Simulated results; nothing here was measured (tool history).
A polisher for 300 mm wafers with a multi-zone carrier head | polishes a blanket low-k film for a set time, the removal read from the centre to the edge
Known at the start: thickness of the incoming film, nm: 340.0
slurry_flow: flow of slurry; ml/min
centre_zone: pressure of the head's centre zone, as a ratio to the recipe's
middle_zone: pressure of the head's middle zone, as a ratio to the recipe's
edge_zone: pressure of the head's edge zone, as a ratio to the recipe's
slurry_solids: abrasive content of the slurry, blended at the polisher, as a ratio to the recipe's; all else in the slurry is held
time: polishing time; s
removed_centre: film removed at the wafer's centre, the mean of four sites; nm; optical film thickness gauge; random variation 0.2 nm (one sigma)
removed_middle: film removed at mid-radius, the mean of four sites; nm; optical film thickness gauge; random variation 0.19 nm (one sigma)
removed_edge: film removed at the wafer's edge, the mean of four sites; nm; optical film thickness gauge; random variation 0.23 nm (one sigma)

run	day	slurry_flow	centre_zone	middle_zone	edge_zone	slurry_solids	time	removed_centre	removed_middle	removed_edge
1	0	320	1	1	1	1	85	23.427	22.88	23.828
2	0.271	320	0.98	0.98	0.98	0.9	85	21.077	21.213	21.256
3	0.625	320	0.98	0.9	0.98	0.9	85	21.852	19.829	21.732
4	0.675	245	0.98	0.9	0.98	0.9	85	20.564	18.779	21.163
5	0.875	245	0.98	0.9	0.98	1	85	22.599	20.631	22.505
6	1.058	240	0.96	0.89	0.97	0.95	85	20.554	19.631	21.608

The next listed run, before its measurement:
7	1.283	240	0.95	0.88	0.95	0.9	85	?	?	?

{"run 7": {"removed_centre": 19.964, "removed_middle": 18.576, "removed_edge": 20.447}}
